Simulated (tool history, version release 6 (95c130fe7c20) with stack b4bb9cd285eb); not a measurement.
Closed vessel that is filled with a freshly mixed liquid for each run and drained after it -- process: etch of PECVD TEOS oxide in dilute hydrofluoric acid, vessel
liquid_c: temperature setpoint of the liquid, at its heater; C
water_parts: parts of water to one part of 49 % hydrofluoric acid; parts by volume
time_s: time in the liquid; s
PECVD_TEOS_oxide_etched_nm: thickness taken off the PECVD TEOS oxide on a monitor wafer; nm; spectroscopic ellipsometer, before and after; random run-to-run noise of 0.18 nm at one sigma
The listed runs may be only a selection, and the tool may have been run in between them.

| run | day | liquid_c | water_parts | time_s | PECVD_TEOS_oxide_etched_nm |
|---|---|---|---|---|---|
| 1 | 0.000 | 22.0 | 50 | 55 | 13.8430 |
| 2 | 0.108 | 22.0 | 65 | 55 | 10.6430 |
| 3 | 0.338 | 24.0 | 60 | 55 | 12.4510 |
| 4 | 0.679 | 24.0 | 75 | 55 | 9.7116 |
| 5 | 0.958 | 24.0 | 60 | 55 | 12.6570 |
| 6 | 1.267 | 25.5 | 60 | 55 | 13.0980 |

Run 7 comes next. What will it give?
| 7 | 1.379 | 26.5 | 55 | 55 | ? |

{"run 7": {"PECVD_TEOS_oxide_etched_nm": 14.98}}
